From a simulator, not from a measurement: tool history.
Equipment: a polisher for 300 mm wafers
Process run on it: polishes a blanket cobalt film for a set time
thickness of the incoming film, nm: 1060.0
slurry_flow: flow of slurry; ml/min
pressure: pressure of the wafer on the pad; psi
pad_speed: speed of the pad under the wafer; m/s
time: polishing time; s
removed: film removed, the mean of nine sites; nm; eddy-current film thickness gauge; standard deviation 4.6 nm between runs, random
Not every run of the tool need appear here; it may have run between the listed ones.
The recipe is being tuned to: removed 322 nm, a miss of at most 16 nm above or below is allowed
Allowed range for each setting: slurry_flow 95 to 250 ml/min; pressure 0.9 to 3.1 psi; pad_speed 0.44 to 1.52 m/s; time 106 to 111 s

run	hour	slurry_flow	pressure	pad_speed	time	removed
1	0	160	2	0.98	106	444.02
2	1	160	2	0.98	106	434.26
3	9.3	160	1.9	0.98	106	420.23
4	15.1	160	2.1	0.98	106	463.69
5	22.4	160	2	0.98	106	438.99
6	29.2	160	2.2	0.98	106	468.03
7	36.5	160	2	0.96	106	428.69
8	45.1	160	1.9	0.96	106	418.59
9	48.1	160	1.8	0.96	106	382.98
10	51.3	160	1.7	0.96	106	366.41
11	57.5	160	1.6	0.96	106	348.75

5 candidate next runs follow, results not yet known. Just one meets every target within its allowed miss. Identify it.
A	63.7	200	1.8	0.9	111	?
B	63.7	175	1.8	0.94	111	?
C	63.7	175	1.7	0.98	106	?
D	63.7	150	1.7	0.96	111	?
E	63.7	180	1.5	0.94	106	?

move	removed
A	384.56
B	394.87
C	370.88
D	374.79
E	317.26
A: moves away from the targets compared with the last run
B: moves away from the targets compared with the last run
C: moves away from the targets compared with the last run
D: moves away from the targets compared with the last run
E: all results in spec
E is the move that brings every result within its allowed miss.

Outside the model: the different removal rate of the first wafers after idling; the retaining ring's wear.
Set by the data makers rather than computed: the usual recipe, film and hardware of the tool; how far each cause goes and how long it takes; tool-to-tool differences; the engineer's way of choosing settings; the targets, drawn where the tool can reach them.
